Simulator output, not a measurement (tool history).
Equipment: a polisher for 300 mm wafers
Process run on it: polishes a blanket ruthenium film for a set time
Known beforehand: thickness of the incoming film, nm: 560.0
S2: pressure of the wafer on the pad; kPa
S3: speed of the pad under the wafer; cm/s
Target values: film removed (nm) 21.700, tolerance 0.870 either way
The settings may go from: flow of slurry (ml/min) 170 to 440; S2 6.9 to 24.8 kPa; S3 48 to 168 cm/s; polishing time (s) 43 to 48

{"run": 1, "hour": 0.0, "flow of slurry (ml/min)": 280, "S2": 15.9, "S3": 108, "polishing time (s)": 48, "film removed (nm)": 50.654}
{"run": 2, "hour": 5.2, "flow of slurry (ml/min)": 335, "S2": 15.9, "S3": 108, "polishing time (s)": 48, "film removed (nm)": 51.738}
{"run": 3, "hour": 7.9, "flow of slurry (ml/min)": 335, "S2": 15.9, "S3": 132, "polishing time (s)": 48, "film removed (nm)": 61.273}
{"run": 4, "hour": 8.9, "flow of slurry (ml/min)": 335, "S2": 13.8, "S3": 132, "polishing time (s)": 48, "film removed (nm)": 54.853}
{"hour": 10.5, "done": "worn pad replaced by a new one"}
{"run": 5, "hour": 10.5, "flow of slurry (ml/min)": 335, "S2": 12.4, "S3": 132, "polishing time (s)": 48, "film removed (nm)": 54.892}
{"run": 6, "hour": 11.8, "flow of slurry (ml/min)": 365, "S2": 12.4, "S3": 132, "polishing time (s)": 48, "film removed (nm)": 53.717}
{"run": 7, "hour": 19.9, "flow of slurry (ml/min)": 360, "S2": 11.0, "S3": 110, "polishing time (s)": 47, "film removed (nm)": 39.695}
{"run": 8, "hour": 22.4, "flow of slurry (ml/min)": 360, "S2": 10.3, "S3": 100, "polishing time (s)": 46, "film removed (nm)": 33.241}
{"run": 9, "hour": 31.4, "flow of slurry (ml/min)": 360, "S2": 9.7, "S3": 94, "polishing time (s)": 46, "film removed (nm)": 28.636}
{"run": 10, "hour": 36.1, "flow of slurry (ml/min)": 360, "S2": 9.0, "S3": 92, "polishing time (s)": 46, "film removed (nm)": 26.807}

Which one of the following 4 next-run settings gets every result inside its allowed miss? There is exactly one.
{"run": "A", "hour": 40.8, "flow of slurry (ml/min)": 410, "S2": 11.7, "S3": 60, "polishing time (s)": 43, "film removed (nm)": "?"}
{"run": "B", "hour": 40.8, "flow of slurry (ml/min)": 440, "S2": 9.0, "S3": 66, "polishing time (s)": 46, "film removed (nm)": "?"}
{"run": "C", "hour": 40.8, "flow of slurry (ml/min)": 330, "S2": 7.6, "S3": 84, "polishing time (s)": 44, "film removed (nm)": "?"}
{"run": "D", "hour": 40.8, "flow of slurry (ml/min)": 400, "S2": 9.0, "S3": 68, "polishing time (s)": 46, "film removed (nm)": "?"}

move=A film_removed_(nm)=21.385
move=B film_removed_(nm)=19.479
move=C film_removed_(nm)=19.617
move=D film_removed_(nm)=19.913
A: every result lands within tolerance
B: moves the result that the last run missed by most past its target, out the other side
C: moves the result that the last run missed by most past its target, out the other side
D: moves the result that the last run missed by most past its target, out the other side
A meets every target.
